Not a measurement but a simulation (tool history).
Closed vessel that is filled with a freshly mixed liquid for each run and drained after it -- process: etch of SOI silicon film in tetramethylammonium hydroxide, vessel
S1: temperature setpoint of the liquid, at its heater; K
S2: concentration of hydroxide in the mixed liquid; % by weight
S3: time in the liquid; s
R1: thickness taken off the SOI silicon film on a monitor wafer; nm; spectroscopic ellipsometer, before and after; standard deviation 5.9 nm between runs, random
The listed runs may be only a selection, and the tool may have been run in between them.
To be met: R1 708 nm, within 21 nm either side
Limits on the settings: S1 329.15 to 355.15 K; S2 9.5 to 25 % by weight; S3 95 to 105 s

| run | day | S1 | S2 | S3 | R1 |
|---|---|---|---|---|---|
| 1 | 0 | 342.15 | 18.5 | 95 | 466.76 |
| 2 | 0.383 | 344.15 | 18.5 | 95 | 529.3 |
| 3 | 0.758 | 344.15 | 18.5 | 95 | 527.95 |
| 4 | 0.842 | 346.15 | 18.5 | 95 | 600.34 |
| 5 | 1.133 | 341.15 | 18.5 | 95 | 448.75 |
| 6 | 1.258 | 343.15 | 18.5 | 95 | 493.31 |
| 7 | 1.325 | 344.65 | 18.5 | 95 | 547.83 |
| 8 | 1.625 | 345.65 | 18.5 | 95 | 585.04 |
| 9 | 1.717 | 346.65 | 18.5 | 95 | 616.5 |
| 10 | 1.938 | 347.15 | 18.5 | 95 | 631.59 |
| 11 | 2.196 | 347.65 | 18.5 | 95 | 651.61 |
| 12 | 2.338 | 348.15 | 18.5 | 95 | 667.39 |

Exercise: of the 5 proposed moves below, exactly one satisfies all targets within the stated allowed misses. Which move is it?
| A | 2.479 | 349.65 | 21.5 | 105 | ? |
| B | 2.479 | 347.65 | 17 | 105 | ? |
| C | 2.479 | 351.15 | 20.5 | 95 | ? |
| D | 2.479 | 348.65 | 22 | 105 | ? |
| E | 2.479 | 346.65 | 18 | 95 | ? |

| move | R1 |
|---|---|
| A | 747.3 |
| B | 740.21 |
| C | 753.66 |
| D | 697.49 |
| E | 618.47 |
A: pushes the last run's worst result past its target
B: pushes the last run's worst result past its target
C: pushes the last run's worst result past its target
D: every result lands within tolerance
E: moves away from the targets compared with the last run
Go with D: it meets all targets.

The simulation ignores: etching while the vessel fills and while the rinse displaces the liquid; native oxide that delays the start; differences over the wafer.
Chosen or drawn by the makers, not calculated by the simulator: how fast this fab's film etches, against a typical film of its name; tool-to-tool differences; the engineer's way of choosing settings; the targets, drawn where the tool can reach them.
